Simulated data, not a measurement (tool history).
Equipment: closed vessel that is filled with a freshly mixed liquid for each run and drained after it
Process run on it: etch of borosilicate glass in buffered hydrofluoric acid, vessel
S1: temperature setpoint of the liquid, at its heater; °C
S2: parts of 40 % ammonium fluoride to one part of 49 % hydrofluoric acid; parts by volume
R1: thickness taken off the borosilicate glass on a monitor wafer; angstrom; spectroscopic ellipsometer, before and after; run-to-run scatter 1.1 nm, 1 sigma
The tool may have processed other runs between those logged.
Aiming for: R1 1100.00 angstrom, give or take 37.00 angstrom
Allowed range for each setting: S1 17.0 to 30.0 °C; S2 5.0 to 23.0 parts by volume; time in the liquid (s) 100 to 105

run 1 hour=0.0 | S1=22.0 S2=14.0 time_in_the_liquid_(s)=100 | R1=735.29
run 2 hour=6.7 | S1=18.5 S2=14.0 time_in_the_liquid_(s)=100 | R1=604.04
run 3 hour=15.7 | S1=21.5 S2=14.0 time_in_the_liquid_(s)=100 | R1=703.40
run 4 hour=24.0 | S1=24.0 S2=14.0 time_in_the_liquid_(s)=100 | R1=828.94
run 5 hour=25.9 | S1=21.5 S2=14.0 time_in_the_liquid_(s)=100 | R1=705.26
run 6 hour=28.1 | S1=23.5 S2=14.0 time_in_the_liquid_(s)=100 | R1=792.71
run 7 hour=29.4 | S1=25.0 S2=14.0 time_in_the_liquid_(s)=100 | R1=855.68
run 8 hour=36.9 | S1=26.5 S2=14.0 time_in_the_liquid_(s)=100 | R1=922.33

Which of these 5 next moves meets every target?
run A hour=44.4 | S1=28.5 S2=13.0 time_in_the_liquid_(s)=105 | R1=?
run B hour=44.4 | S1=28.5 S2=12.5 time_in_the_liquid_(s)=105 | R1=?
run C hour=44.4 | S1=25.0 S2=11.5 time_in_the_liquid_(s)=105 | R1=?
run D hour=44.4 | S1=27.5 S2=12.5 time_in_the_liquid_(s)=105 | R1=?
run E hour=44.4 | S1=24.5 S2=14.5 time_in_the_liquid_(s)=100 | R1=?

move=A R1=1163.60
move=B R1=1209.50
move=C R1=1092.00
move=D R1=1147.80
move=E R1=805.34
A: pushes the last run's worst result past its target
B: pushes the last run's worst result past its target
C: all results land within tolerance of their targets
D: pushes the last run's worst result past its target
E: moves away from the targets compared with the last run
The move that meets every target is C.
